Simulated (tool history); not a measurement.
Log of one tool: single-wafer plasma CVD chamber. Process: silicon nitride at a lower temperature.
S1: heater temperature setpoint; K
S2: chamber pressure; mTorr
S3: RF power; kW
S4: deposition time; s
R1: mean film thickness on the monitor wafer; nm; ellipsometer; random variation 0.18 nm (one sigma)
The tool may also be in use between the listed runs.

{"run": 1, "hour": 0.0, "S1": 613.15, "S2": 1960, "S3": 0.24, "S4": 42.2, "R1": 43.886}
{"run": 2, "hour": 3.9, "S1": 613.15, "S2": 1960, "S3": 0.215, "S4": 42.2, "R1": 41.455}
{"run": 3, "hour": 12.9, "S1": 613.15, "S2": 2150, "S3": 0.225, "S4": 42.3, "R1": 43.639}
{"run": 4, "hour": 17.6, "S1": 606.15, "S2": 2150, "S3": 0.225, "S4": 42.3, "R1": 43.718}
{"run": 5, "hour": 18.7, "S1": 612.15, "S2": 2150, "S3": 0.225, "S4": 42.3, "R1": 43.793}
{"run": 6, "hour": 24.9, "S1": 621.15, "S2": 2150, "S3": 0.225, "S4": 42.3, "R1": 43.556}
{"run": 7, "hour": 33.3, "S1": 621.15, "S2": 2300, "S3": 0.23, "S4": 42.3, "R1": 44.651}
{"run": 8, "hour": 36.3, "S1": 621.15, "S2": 2410, "S3": 0.235, "S4": 42.3, "R1": 45.888}
{"run": 9, "hour": 42.7, "S1": 621.15, "S2": 2490, "S3": 0.24, "S4": 42.3, "R1": 46.898}
{"run": 10, "hour": 51.5, "S1": 621.15, "S2": 2550, "S3": 0.24, "S4": 42.3, "R1": 47.077}
{"run": 11, "hour": 54.5, "S1": 621.15, "S2": 2590, "S3": 0.24, "S4": 42.3, "R1": 46.79}

Forecast run 12:
{"run": 12, "hour": 55.7, "S1": 621.15, "S2": 2610, "S3": 0.245, "S4": 42.3, "R1": "?"}

R1: 47.628 nm
